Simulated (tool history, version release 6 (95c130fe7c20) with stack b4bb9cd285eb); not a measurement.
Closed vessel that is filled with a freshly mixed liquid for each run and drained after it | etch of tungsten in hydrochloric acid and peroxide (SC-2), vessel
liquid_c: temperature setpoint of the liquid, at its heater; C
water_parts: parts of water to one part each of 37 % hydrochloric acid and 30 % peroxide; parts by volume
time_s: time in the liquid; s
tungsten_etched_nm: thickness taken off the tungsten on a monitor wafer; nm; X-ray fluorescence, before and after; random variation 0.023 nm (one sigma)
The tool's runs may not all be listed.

| run | hour | liquid_c | water_parts | time_s | tungsten_etched_nm |
|---|---|---|---|---|---|
| 1 | 0 | 47 | 10.5 | 135 | 15.995 |
| 2 | 6.4 | 47 | 10.5 | 135 | 15.878 |
| 3 | 7 | 53 | 10.5 | 135 | 23.685 |
| 4 | 16 | 49.5 | 10.5 | 135 | 18.86 |
| 5 | 20.3 | 46.5 | 10.5 | 135 | 15.328 |
| 6 | 26.2 | 46.5 | 10.5 | 145 | 16.552 |
| 7 | 34.5 | 44 | 10.5 | 145 | 13.898 |
| 8 | 39.5 | 42 | 10.5 | 145 | 12.141 |
| 9 | 47.6 | 42 | 10.5 | 145 | 12.084 |
| 10 | 54.4 | 40.5 | 10.5 | 145 | 10.903 |
| 11 | 61.2 | 39.5 | 10.5 | 145 | 10.157 |

Run 12 comes next. What will it give?
| 12 | 65.8 | 38.5 | 10.5 | 145 | ? |

tungsten_etched_nm: 9.4366 nm

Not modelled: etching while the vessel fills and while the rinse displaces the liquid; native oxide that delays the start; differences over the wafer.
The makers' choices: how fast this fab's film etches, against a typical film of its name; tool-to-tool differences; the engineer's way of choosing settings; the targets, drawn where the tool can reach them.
